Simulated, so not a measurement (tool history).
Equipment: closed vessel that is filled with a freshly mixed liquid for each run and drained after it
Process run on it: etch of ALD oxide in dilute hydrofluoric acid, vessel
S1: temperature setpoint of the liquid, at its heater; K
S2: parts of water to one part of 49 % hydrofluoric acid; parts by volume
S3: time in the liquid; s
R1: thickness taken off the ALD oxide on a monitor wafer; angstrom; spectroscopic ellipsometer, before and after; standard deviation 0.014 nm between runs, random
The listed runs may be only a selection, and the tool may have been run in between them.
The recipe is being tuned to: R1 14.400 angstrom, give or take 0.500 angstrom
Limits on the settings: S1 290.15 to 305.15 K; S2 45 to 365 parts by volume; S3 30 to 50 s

run 1 day=0.000 | S1=297.15 S2=205 S3=50 | R1=21.816
run 2 day=0.067 | S1=295.65 S2=215 S3=50 | R1=19.643
run 3 day=0.296 | S1=294.65 S2=220 S3=50 | R1=18.613
run 4 day=0.533 | S1=294.65 S2=165 S3=50 | R1=25.775
run 5 day=0.883 | S1=293.65 S2=185 S3=50 | R1=21.775
run 6 day=0.975 | S1=291.15 S2=185 S3=50 | R1=19.730
run 7 day=1.121 | S1=291.15 S2=195 S3=50 | R1=18.433
run 8 day=1.321 | S1=291.15 S2=205 S3=50 | R1=17.333
run 9 day=1.350 | S1=291.15 S2=210 S3=50 | R1=17.231
run 10 day=1.446 | S1=291.15 S2=215 S3=50 | R1=16.169

Consider the 5 candidate settings below. Which is the only one whose results all fall within their allowed miss of target?
run A day=1.542 | S1=291.15 S2=210 S3=50 | R1=?
run B day=1.542 | S1=290.15 S2=185 S3=50 | R1=?
run C day=1.542 | S1=293.15 S2=215 S3=50 | R1=?
run D day=1.542 | S1=295.15 S2=145 S3=30 | R1=?
run E day=1.542 | S1=293.15 S2=255 S3=50 | R1=?

move=A R1=17.027
move=B R1=18.980
move=C R1=17.904
move=D R1=18.429
move=E R1=14.565
A: misses by more than the last run did
B: misses by more than the last run did
C: misses by more than the last run did
D: misses by more than the last run did
E: meets every target
So the answer is move E, the one that meets all the targets.
